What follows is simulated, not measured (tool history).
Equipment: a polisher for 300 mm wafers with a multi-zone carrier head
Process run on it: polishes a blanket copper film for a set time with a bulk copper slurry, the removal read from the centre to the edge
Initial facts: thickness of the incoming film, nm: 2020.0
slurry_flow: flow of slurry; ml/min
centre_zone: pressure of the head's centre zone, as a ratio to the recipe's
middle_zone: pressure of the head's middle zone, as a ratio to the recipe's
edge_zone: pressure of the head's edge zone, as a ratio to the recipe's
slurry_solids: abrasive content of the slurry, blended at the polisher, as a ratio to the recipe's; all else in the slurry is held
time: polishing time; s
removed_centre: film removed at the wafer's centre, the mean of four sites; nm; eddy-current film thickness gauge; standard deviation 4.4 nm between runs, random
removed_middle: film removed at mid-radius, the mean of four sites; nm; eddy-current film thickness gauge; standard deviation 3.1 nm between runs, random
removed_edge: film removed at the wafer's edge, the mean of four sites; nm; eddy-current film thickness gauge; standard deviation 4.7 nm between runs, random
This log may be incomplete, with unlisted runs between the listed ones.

| run | hour | slurry_flow | centre_zone | middle_zone | edge_zone | slurry_solids | time | removed_centre | removed_middle | removed_edge |
|---|---|---|---|---|---|---|---|---|---|---|
| 1 | 0.0 | 295 | 1.00 | 1.00 | 1.00 | 1.00 | 52 | 337.76 | 347.63 | 335.13 |
| 2 | 1.3 | 300 | 1.03 | 0.99 | 1.03 | 1.10 | 52 | 355.34 | 349.98 | 349.87 |
| 3 | 9.3 | 310 | 1.06 | 0.99 | 1.05 | 1.20 | 52 | 382.01 | 357.06 | 356.28 |
| 4 | 10.3 | 310 | 1.06 | 0.99 | 1.05 | 1.05 | 52 | 371.20 | 346.67 | 348.06 |
| 5 | 16.0 | 310 | 1.11 | 0.99 | 1.05 | 1.05 | 52 | 386.00 | 346.70 | 348.26 |
| 6 | 18.0 | 310 | 1.11 | 0.99 | 1.12 | 1.05 | 52 | 380.27 | 342.66 | 356.31 |
| 7 | 22.4 | 315 | 1.12 | 0.98 | 1.13 | 1.15 | 53 | 400.13 | 359.17 | 382.13 |

The next listed run, before its measurement:
| 8 | 29.6 | 325 | 1.13 | 0.97 | 1.13 | 1.20 | 53 | ? | ? | ? |

Run 8 yielded removed_centre 410.10 nm, removed_middle 359.65 nm, removed_edge 375.45 nm.
